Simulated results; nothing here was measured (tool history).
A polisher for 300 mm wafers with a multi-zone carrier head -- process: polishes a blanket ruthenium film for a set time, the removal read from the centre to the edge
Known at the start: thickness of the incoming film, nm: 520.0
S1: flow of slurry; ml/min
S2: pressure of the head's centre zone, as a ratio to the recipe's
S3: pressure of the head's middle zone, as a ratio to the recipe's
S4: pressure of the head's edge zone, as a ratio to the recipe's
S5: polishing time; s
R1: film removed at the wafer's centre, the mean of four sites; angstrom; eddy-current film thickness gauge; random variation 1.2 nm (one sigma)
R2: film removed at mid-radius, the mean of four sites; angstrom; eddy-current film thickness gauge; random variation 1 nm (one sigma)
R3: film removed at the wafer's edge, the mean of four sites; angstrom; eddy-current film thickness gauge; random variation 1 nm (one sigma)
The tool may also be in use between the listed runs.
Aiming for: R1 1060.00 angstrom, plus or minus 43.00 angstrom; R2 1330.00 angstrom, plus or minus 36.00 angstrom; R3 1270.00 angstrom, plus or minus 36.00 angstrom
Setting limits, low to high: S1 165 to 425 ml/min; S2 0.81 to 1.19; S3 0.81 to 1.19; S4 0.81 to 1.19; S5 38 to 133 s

run 1 hour=0.0 | S1=275 S2=1.00 S3=1.00 S4=1.00 S5=85 | R1=942.88 R2=981.31 R3=957.35
run 2 hour=8.4 | S1=280 S2=0.98 S3=1.03 S4=1.05 S5=90 | R1=996.74 R2=1083.50 R3=1026.90
run 3 hour=16.7 | S1=280 S2=0.98 S3=1.03 S4=1.05 S5=83 | R1=907.07 R2=991.13 R3=960.35
run 4 hour=24.0 | S1=290 S2=0.95 S3=1.04 S4=1.09 S5=89 | R1=945.79 R2=1091.20 R3=1054.10
run 5 hour=28.7 | S1=305 S2=0.94 S3=1.05 S4=1.12 S5=92 | R1=974.14 R2=1115.30 R3=1096.80
run 6 hour=30.3 | S1=305 S2=0.93 S3=1.07 S4=1.14 S5=95 | R1=985.47 R2=1168.70 R3=1130.90
run 7 hour=35.8 | S1=310 S2=0.92 S3=1.08 S4=1.15 S5=98 | R1=1044.90 R2=1234.20 R3=1194.30
run 8 hour=37.7 | S1=315 S2=0.91 S3=1.09 S4=1.16 S5=99 | R1=998.72 R2=1240.70 R3=1205.60
run 9 hour=39.2 | S1=315 S2=0.92 S3=1.10 S4=1.17 S5=100 | R1=1054.20 R2=1281.30 R3=1222.40
run 10 hour=44.0 | S1=320 S2=0.91 S3=1.10 S4=1.18 S5=101 | R1=1034.00 R2=1289.90 R3=1238.30

Which single option among these 4 for the next run brings every result within its allowed miss of target? Just one does.
run A hour=48.8 | S1=320 S2=0.84 S3=1.11 S4=1.15 S5=102 | R1=? R2=? R3=?
run B hour=48.8 | S1=315 S2=0.98 S3=1.19 S4=1.08 S5=97 | R1=? R2=? R3=?
run C hour=48.8 | S1=260 S2=0.91 S3=1.11 S4=1.18 S5=106 | R1=? R2=? R3=?
run D hour=48.8 | S1=330 S2=0.90 S3=1.18 S4=1.15 S5=99 | R1=? R2=? R3=?

move=A R1=978.00 R2=1320.00 R3=1218.10
move=B R1=1085.30 R2=1330.10 R3=1120.90
move=C R1=1076.20 R2=1342.50 R3=1261.80
move=D R1=1021.30 R2=1353.80 R3=1183.70
A: puts the biggest miss on target and leaves a different result outside tolerance
B: puts the biggest miss on target and leaves a different result outside tolerance
C: hits every target within its allowed miss
D: puts the biggest miss on target and leaves a different result outside tolerance
So the answer is move C, the one that meets all the targets.
